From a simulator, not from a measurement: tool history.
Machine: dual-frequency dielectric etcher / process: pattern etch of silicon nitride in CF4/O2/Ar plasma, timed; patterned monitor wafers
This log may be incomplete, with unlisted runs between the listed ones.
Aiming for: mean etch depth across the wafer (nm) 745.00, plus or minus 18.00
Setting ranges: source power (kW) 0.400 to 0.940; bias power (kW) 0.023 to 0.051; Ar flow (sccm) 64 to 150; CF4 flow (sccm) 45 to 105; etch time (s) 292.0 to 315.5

run  hour  source power (kW)  bias power (kW)  Ar flow (sccm)  CF4 flow (sccm)  etch time (s)  mean etch depth across the wafer (nm)
  1   0.0              0.670            0.037             107               75          315.5                                 603.47
  2   2.9              0.670            0.037             107               75          315.5                                 603.72
  3   6.1              0.670            0.037             107               75          292.0                                 561.71
  4   9.9              0.730            0.037             107               75          292.0                                 600.13
     17.6  -- source power generator calibrated
  5  17.6              0.730            0.037             119               75          292.0                                 595.43
  6  25.0              0.790            0.037             119               75          292.0                                 636.14
  7  28.8              0.830            0.037             119               75          292.0                                 658.89
  8  30.8              0.860            0.037             119               75          292.0                                 683.56

Which of these 5 next moves meets every target?
  A  32.8              0.890            0.039             116               74          300.5                                      ?
  B  32.8              0.840            0.039             125               66          298.5                                      ?
  C  32.8              0.810            0.039             118               80          295.0                                      ?
  D  32.8              0.830            0.040             127               71          301.5                                      ?
  E  32.8              0.770            0.030             116               85          292.0                                      ?

move  mean etch depth across the wafer (nm)
   A                                 741.41
   B                                 666.65
   C                                 683.73
   D                                 686.52
   E                                 591.68
A: hits every target within its allowed miss
B: misses by more than the last run did
C: about the same distance from the targets as the last run
D: about the same distance from the targets as the last run
E: misses by more than the last run did
So the answer is move A, the one that meets all the targets.
